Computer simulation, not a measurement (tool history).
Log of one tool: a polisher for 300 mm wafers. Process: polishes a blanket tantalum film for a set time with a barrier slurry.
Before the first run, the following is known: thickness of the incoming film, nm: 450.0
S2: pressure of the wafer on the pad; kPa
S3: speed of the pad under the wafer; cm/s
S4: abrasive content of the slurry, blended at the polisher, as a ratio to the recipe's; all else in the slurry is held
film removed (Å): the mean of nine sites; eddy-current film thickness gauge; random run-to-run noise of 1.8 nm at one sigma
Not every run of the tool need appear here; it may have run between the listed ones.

run 1 day=0 | flow_of_slurry_(ml/min)=180 S2=17.2 S3=92 S4=1 polishing_time_(s)=101 | film_removed_(Å)=1859.4
run 2 day=0.292 | flow_of_slurry_(ml/min)=185 S2=17.9 S3=92 S4=1 polishing_time_(s)=101 | film_removed_(Å)=1934.1
run 3 day=0.554 | flow_of_slurry_(ml/min)=185 S2=17.9 S3=92 S4=1 polishing_time_(s)=101 | film_removed_(Å)=1922.8
run 4 day=0.788 | flow_of_slurry_(ml/min)=185 S2=13.8 S3=92 S4=1 polishing_time_(s)=101 | film_removed_(Å)=1486.5
run 5 day=1 | flow_of_slurry_(ml/min)=185 S2=11.7 S3=92 S4=1 polishing_time_(s)=101 | film_removed_(Å)=1291.1
run 6 day=1.358 | flow_of_slurry_(ml/min)=190 S2=13.1 S3=92 S4=1 polishing_time_(s)=101 | film_removed_(Å)=1439.4
run 7 day=1.596 | flow_of_slurry_(ml/min)=200 S2=14.5 S3=92 S4=1 polishing_time_(s)=101 | film_removed_(Å)=1595.3

Run 8 has not been measured yet. What should we expect?
run 8 day=1.762 | flow_of_slurry_(ml/min)=210 S2=15.2 S3=92 S4=1 polishing_time_(s)=101 | film_removed_(Å)=?

Run 8 gave film removed (Å) 1694.

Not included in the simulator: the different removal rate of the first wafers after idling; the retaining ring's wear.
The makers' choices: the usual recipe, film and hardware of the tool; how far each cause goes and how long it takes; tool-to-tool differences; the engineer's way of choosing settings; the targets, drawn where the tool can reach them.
